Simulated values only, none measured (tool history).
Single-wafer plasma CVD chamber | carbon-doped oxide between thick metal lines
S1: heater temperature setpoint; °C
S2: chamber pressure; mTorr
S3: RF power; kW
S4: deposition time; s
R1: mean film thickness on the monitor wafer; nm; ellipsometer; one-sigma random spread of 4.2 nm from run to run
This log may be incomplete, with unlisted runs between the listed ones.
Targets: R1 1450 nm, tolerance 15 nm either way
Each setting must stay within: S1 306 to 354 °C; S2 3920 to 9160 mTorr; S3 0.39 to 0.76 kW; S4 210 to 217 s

run,hour,S1,S2,S3,S4,R1
1,0,330,6540,0.575,210,1322.3
2,7.2,337,6540,0.575,210,1293.7
3,8.4,329,6950,0.58,210,1347
4,10.1,329,6950,0.515,210,1243
5,14.1,323,7460,0.53,210,1308.2
6,21,323,7460,0.48,210,1227.2
7,25.8,319,7880,0.505,210,1289.6
8,33,307,9110,0.57,210,1482.5
# hour 37.4: capacitance manometer re-zeroed and calibrated
9,37.4,309,9060,0.57,210,1476.3
10,45.2,310,9020,0.57,210,1469.3

Which of these 5 next moves meets every target?
A,53,313,9160,0.575,214,?
B,53,306,7540,0.565,210,?
C,53,310,9160,0.535,215,?
D,53,306,8550,0.54,214,?
E,53,308,9130,0.56,213,?

move,R1
A,1492.5
B,1474.7
C,1450.6
D,1472.2
E,1493.1
A: further off than the last run
B: further off than the last run
C: meets every target
D: further off than the last run
E: further off than the last run
The move that meets every target is C.

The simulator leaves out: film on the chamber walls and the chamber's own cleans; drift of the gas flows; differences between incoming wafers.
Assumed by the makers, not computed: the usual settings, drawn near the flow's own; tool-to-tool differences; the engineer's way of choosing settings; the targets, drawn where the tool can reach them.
